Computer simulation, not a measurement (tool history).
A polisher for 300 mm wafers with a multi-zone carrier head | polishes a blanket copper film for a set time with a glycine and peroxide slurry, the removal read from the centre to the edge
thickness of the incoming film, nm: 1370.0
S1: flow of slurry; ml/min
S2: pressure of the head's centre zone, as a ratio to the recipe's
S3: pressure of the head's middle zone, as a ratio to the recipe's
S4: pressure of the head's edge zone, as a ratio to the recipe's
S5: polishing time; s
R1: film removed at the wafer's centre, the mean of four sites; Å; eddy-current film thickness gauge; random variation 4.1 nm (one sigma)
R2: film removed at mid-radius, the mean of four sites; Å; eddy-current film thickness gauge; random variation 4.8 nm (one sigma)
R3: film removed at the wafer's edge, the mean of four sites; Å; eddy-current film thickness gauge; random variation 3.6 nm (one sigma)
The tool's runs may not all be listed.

{"run": 1, "hour": 0.0, "S1": 175, "S2": 1.0, "S3": 1.0, "S4": 1.0, "S5": 58, "R1": 2933.4, "R2": 2972.3, "R3": 2847.2}
{"run": 2, "hour": 8.2, "S1": 175, "S2": 1.0, "S3": 1.05, "S4": 1.0, "S5": 58, "R1": 2880.2, "R2": 3076.6, "R3": 2861.8}
{"run": 3, "hour": 13.1, "S1": 175, "S2": 1.0, "S3": 1.05, "S4": 1.0, "S5": 46, "R1": 2316.3, "R2": 2458.4, "R3": 2290.0}
{"run": 4, "hour": 17.2, "S1": 175, "S2": 1.0, "S3": 1.05, "S4": 1.06, "S5": 46, "R1": 2320.1, "R2": 2450.3, "R3": 2330.5}
{"run": 5, "hour": 23.3, "S1": 175, "S2": 1.0, "S3": 1.05, "S4": 1.06, "S5": 58, "R1": 2910.8, "R2": 3048.0, "R3": 2909.5}
{"run": 6, "hour": 25.3, "S1": 185, "S2": 1.02, "S3": 1.02, "S4": 1.1, "S5": 62, "R1": 3209.9, "R2": 3215.2, "R3": 3230.5}
{"run": 7, "hour": 29.3, "S1": 200, "S2": 1.06, "S3": 1.01, "S4": 1.12, "S5": 64, "R1": 3423.2, "R2": 3397.0, "R3": 3387.3}

Run 8 comes next. What will it give?
{"run": 8, "hour": 29.9, "S1": 205, "S2": 1.1, "S3": 0.98, "S4": 1.14, "S5": 66, "R1": "?", "R2": "?", "R3": "?"}

R1: 3836.6 Å
R2: 3451.1 Å
R3: 3553.4 Å

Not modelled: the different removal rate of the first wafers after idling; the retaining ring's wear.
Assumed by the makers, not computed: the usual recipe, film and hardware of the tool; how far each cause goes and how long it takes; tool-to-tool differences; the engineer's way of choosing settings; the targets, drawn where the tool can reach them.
